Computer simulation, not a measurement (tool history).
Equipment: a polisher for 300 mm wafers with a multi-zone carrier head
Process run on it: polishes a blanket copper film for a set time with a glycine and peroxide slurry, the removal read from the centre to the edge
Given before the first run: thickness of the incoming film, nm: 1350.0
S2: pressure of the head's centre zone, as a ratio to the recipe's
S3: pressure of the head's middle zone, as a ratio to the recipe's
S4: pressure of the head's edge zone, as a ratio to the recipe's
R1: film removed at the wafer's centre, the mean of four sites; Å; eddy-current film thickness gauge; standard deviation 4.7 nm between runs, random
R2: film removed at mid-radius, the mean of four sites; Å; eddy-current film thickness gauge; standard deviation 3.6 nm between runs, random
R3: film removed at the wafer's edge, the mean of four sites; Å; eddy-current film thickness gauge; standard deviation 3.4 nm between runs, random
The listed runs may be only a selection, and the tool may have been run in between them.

{"run": 1, "day": 0.0, "flow of slurry (ml/min)": 190, "S2": 1, "S3": 1, "S4": 1, "polishing time (s)": 74, "R1": 4135.8, "R2": 4025.5, "R3": 4084.1}
{"run": 2, "day": 0.129, "flow of slurry (ml/min)": 185, "S2": 0.97, "S3": 1, "S4": 0.97, "polishing time (s)": 72, "R1": 3815.4, "R2": 3951.2, "R3": 3920.7}
{"run": 3, "day": 0.333, "flow of slurry (ml/min)": 185, "S2": 0.97, "S3": 1, "S4": 1.04, "polishing time (s)": 72, "R1": 3989.8, "R2": 3924.5, "R3": 4015}
{"run": 4, "day": 0.508, "flow of slurry (ml/min)": 180, "S2": 0.96, "S3": 1, "S4": 1.01, "polishing time (s)": 70, "R1": 3805.2, "R2": 3813.2, "R3": 3857.7}
{"run": 5, "day": 0.712, "flow of slurry (ml/min)": 180, "S2": 0.96, "S3": 1, "S4": 1.01, "polishing time (s)": 54, "R1": 2840.2, "R2": 2930.6, "R3": 2946.5}
{"run": 6, "day": 0.742, "flow of slurry (ml/min)": 180, "S2": 0.96, "S3": 1.03, "S4": 1.01, "polishing time (s)": 54, "R1": 2893.1, "R2": 3006.7, "R3": 2975.5}
{"run": 7, "day": 1.117, "flow of slurry (ml/min)": 185, "S2": 0.95, "S3": 1.05, "S4": 1.03, "polishing time (s)": 55, "R1": 2829.2, "R2": 3113.9, "R3": 3040.2}

The next listed run, before its measurement:
{"run": 8, "day": 1.158, "flow of slurry (ml/min)": 220, "S2": 1.03, "S3": 1.1, "S4": 1.11, "polishing time (s)": 61, "R1": "?", "R2": "?", "R3": "?"}

R1: 3627.6 Å
R2: 3607.7 Å
R3: 3640 Å

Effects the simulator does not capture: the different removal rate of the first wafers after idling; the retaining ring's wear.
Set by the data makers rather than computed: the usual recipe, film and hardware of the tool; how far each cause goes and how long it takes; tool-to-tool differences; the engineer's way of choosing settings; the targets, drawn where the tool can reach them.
